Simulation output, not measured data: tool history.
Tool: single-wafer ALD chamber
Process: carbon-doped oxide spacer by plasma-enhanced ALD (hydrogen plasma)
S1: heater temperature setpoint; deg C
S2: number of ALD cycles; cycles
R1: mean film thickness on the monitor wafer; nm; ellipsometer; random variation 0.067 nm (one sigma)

{"run": 1, "hour": 0.0, "S1": 395, "S2": 263, "R1": 12.647}
{"run": 2, "hour": 2.4, "S1": 395, "S2": 277, "R1": 13.396}
{"run": 3, "hour": 10.2, "S1": 395, "S2": 287, "R1": 13.761}
{"run": 4, "hour": 13.5, "S1": 395, "S2": 309, "R1": 14.906}
{"run": 5, "hour": 14.7, "S1": 401, "S2": 309, "R1": 14.935}
{"run": 6, "hour": 21.7, "S1": 401, "S2": 276, "R1": 13.231}

Forecast run 7:
{"run": 7, "hour": 27.8, "S1": 401, "S2": 288, "R1": "?"}

{"run 7": {"R1": 13.953}}

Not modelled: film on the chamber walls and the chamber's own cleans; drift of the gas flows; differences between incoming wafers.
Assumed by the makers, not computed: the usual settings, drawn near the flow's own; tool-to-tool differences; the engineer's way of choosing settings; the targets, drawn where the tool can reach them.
